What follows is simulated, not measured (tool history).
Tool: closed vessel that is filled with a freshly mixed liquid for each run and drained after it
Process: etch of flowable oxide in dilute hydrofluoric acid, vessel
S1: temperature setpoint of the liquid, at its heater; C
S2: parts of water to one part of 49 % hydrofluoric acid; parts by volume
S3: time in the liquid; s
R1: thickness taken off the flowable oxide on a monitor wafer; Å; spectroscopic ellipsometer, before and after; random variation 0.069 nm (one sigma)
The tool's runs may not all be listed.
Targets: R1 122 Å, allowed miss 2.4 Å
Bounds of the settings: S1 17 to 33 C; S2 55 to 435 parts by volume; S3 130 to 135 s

| run | hour | S1 | S2 | S3 | R1 |
|---|---|---|---|---|---|
| 1 | 0 | 25 | 245 | 130 | 206.99 |
| 2 | 5.9 | 25 | 245 | 135 | 213.9 |
| 3 | 12 | 24 | 255 | 135 | 197.47 |
| 4 | 19.5 | 26.5 | 255 | 135 | 215.99 |
| 5 | 20.4 | 26.5 | 255 | 135 | 216.26 |
| 6 | 29.1 | 26.5 | 200 | 135 | 292.52 |
| 7 | 35.8 | 25 | 215 | 135 | 252.99 |
| 8 | 38 | 24 | 230 | 135 | 224.42 |
| 9 | 45.8 | 23 | 240 | 135 | 204.7 |
| 10 | 51.1 | 19 | 310 | 135 | 128.12 |

Which of these 5 next moves meets every target?
| A | 56.4 | 18 | 315 | 135 | ? |
| B | 56.4 | 19 | 335 | 135 | ? |
| C | 56.4 | 21 | 310 | 130 | ? |
| D | 56.4 | 20 | 330 | 130 | ? |
| E | 56.4 | 20 | 335 | 130 | ? |

| move | R1 |
|---|---|
| A | 121.54 |
| B | 116.69 |
| C | 133.47 |
| D | 118.82 |
| E | 116.56 |
A: meets every target
B: takes the result that was furthest off past its target
C: further off than the last run
D: takes the result that was furthest off past its target
E: takes the result that was furthest off past its target
Move A is the one to make.
